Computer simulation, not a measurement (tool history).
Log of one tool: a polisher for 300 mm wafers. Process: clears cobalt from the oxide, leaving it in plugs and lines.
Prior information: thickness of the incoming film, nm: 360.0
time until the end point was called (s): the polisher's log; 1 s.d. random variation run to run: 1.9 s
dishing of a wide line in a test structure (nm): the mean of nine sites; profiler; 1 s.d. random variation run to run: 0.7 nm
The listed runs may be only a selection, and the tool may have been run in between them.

run	day	flow of slurry (ml/min)	pressure of the wafer on the pad (kPa)	speed of the pad under the wafer (cm/s)	overpolish time after the end point (s)	time until the end point was called (s)	dishing of a wide line in a test structure (nm)
1	0	290	11.7	88	27	117.86	42.756
2	0.25	255	11.7	88	27	117.15	42.236
3	0.45	305	11.7	88	27	116.91	41.912
4	0.688	240	11.7	88	27	123.34	42.221
5	1.033	235	11.7	88	28	118.66	42.725
6	1.133	235	14.5	88	28	105.54	44.626
7	1.396	235	13.8	88	29	107.87	45.788
8	1.492	235	13.1	88	30	110.44	45.61
9	1.733	235	12.4	88	31	114.69	44.953
10	2.038	235	11.7	88	33	116.77	45.921
11	2.254	235	11	88	34	125.12	46.239

What will run 12 give?
12	2.404	235	11	88	34	?	?

{"run 12": {"time until the end point was called (s)": 123.81, "dishing of a wide line in a test structure (nm)": 46.376}}
